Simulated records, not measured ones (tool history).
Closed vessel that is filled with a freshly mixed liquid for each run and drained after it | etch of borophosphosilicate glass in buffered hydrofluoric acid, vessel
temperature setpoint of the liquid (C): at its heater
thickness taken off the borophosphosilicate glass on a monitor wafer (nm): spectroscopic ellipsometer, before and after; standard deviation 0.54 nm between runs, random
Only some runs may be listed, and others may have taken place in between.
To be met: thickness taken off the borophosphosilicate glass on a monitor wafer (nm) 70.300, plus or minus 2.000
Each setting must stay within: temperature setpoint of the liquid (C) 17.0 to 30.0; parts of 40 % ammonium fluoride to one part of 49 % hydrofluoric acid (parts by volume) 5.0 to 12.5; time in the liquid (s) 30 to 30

run	day	temperature setpoint of the liquid (C)	parts of 40 % ammonium fluoride to one part of 49 % hydrofluoric acid (parts by volume)	time in the liquid (s)	thickness taken off the borophosphosilicate glass on a monitor wafer (nm)
1	0.000	22.0	7.5	30	88.201
2	0.221	22.0	7.5	30	89.413
3	0.508	21.5	7.5	30	86.260
4	0.892	21.5	7.5	30	87.931
5	0.954	21.5	7.5	30	86.384
6	1.138	24.5	7.5	30	101.420
7	1.354	24.0	7.5	30	98.834
8	1.421	23.5	7.5	30	96.563
# day 1.521: hydrofluoric acid flow meter replaced
9	1.521	23.0	7.5	30	85.380
10	1.617	22.5	7.5	30	83.273
11	1.862	22.0	7.5	30	81.491
12	2.104	21.0	7.5	30	76.016
13	2.296	20.5	7.5	30	74.158

Next run, 4 choices. One meets every target within its allowed miss, the rest don't. Which?
A	2.488	22.5	8.0	30	?
B	2.488	18.5	6.5	30	?
C	2.488	22.5	9.5	30	?
D	2.488	19.5	7.5	30	?

move	thickness taken off the borophosphosilicate glass on a monitor wafer (nm)
A	75.460
B	74.888
C	64.073
D	68.714
A: further off than the last run
B: further off than the last run
C: takes the result that was furthest off past its target
D: each result inside its tolerance
Move D is the one to make.
